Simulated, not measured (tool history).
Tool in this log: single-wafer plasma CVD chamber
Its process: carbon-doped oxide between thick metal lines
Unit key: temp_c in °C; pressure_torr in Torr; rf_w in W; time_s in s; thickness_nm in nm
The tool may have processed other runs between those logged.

{"run": 1, "hour": 0.0, "temp_c": 340, "pressure_torr": 4.7, "rf_w": 655, "time_s": 133, "thickness_nm": 783.82}
{"run": 2, "hour": 8.5, "temp_c": 338, "pressure_torr": 4.99, "rf_w": 675, "time_s": 133, "thickness_nm": 807.03}
{"run": 3, "hour": 9.8, "temp_c": 338, "pressure_torr": 5.68, "rf_w": 675, "time_s": 133, "thickness_nm": 822.9}
{"run": 4, "hour": 11.5, "temp_c": 336, "pressure_torr": 5.85, "rf_w": 690, "time_s": 133, "thickness_nm": 841.92}
{"run": 5, "hour": 18.7, "temp_c": 335, "pressure_torr": 5.98, "rf_w": 700, "time_s": 133, "thickness_nm": 860.29}
{"run": 6, "hour": 24.3, "temp_c": 335, "pressure_torr": 5.98, "rf_w": 635, "time_s": 133, "thickness_nm": 810.68}
{"run": 7, "hour": 25.5, "temp_c": 333, "pressure_torr": 6.13, "rf_w": 650, "time_s": 133, "thickness_nm": 831.73}

Run 8 has not been measured yet. What should we expect?
{"hour": 27.9, "done": "RF generator calibrated"}
{"run": 8, "hour": 27.9, "temp_c": 331, "pressure_torr": 6.25, "rf_w": 660, "time_s": 133, "thickness_nm": "?"}

Run 8 produced thickness_nm 854.16 nm.
